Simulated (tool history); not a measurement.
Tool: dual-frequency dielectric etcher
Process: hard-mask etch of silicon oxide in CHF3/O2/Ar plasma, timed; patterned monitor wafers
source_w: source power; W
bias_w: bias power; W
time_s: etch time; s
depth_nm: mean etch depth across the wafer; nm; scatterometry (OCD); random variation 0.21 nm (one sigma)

run 1 hour=0.0 | source_w=460 bias_w=147 time_s=31.0 | depth_nm=54.086
run 2 hour=7.7 | source_w=510 bias_w=147 time_s=31.0 | depth_nm=56.427
run 3 hour=14.9 | source_w=440 bias_w=147 time_s=31.0 | depth_nm=52.245
run 4 hour=19.7 | source_w=440 bias_w=147 time_s=31.0 | depth_nm=52.489
run 5 hour=25.8 | source_w=440 bias_w=170 time_s=31.0 | depth_nm=54.323
run 6 hour=30.4 | source_w=370 bias_w=170 time_s=31.0 | depth_nm=49.894
run 7 hour=33.9 | source_w=340 bias_w=167 time_s=31.0 | depth_nm=47.511
run 8 hour=38.4 | source_w=340 bias_w=167 time_s=31.0 | depth_nm=48.012
run 9 hour=40.6 | source_w=320 bias_w=164 time_s=31.0 | depth_nm=45.940

Forecast run 10:
run 10 hour=46.1 | source_w=310 bias_w=163 time_s=31.0 | depth_nm=?

{"run 10": {"depth_nm": 44.734}}
